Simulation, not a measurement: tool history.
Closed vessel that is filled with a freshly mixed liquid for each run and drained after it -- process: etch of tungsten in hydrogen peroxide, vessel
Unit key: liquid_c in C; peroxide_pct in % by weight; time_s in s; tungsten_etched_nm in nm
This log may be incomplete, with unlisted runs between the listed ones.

| run | hour | liquid_c | peroxide_pct | time_s | tungsten_etched_nm |
|---|---|---|---|---|---|
| 1 | 0.0 | 43.0 | 20.0 | 30 | 14.946 |
| 2 | 9.2 | 43.0 | 20.0 | 30 | 14.991 |
| 3 | 13.7 | 44.5 | 20.0 | 30 | 16.594 |
| 4 | 16.3 | 45.5 | 20.0 | 30 | 17.530 |
| 5 | 18.8 | 45.5 | 20.0 | 30 | 17.442 |
| 6 | 27.1 | 46.5 | 20.0 | 30 | 18.781 |

Forecast run 7:
| 7 | 30.2 | 47.5 | 20.0 | 30 | ? |

Run 7 gave tungsten_etched_nm 20.038 nm.
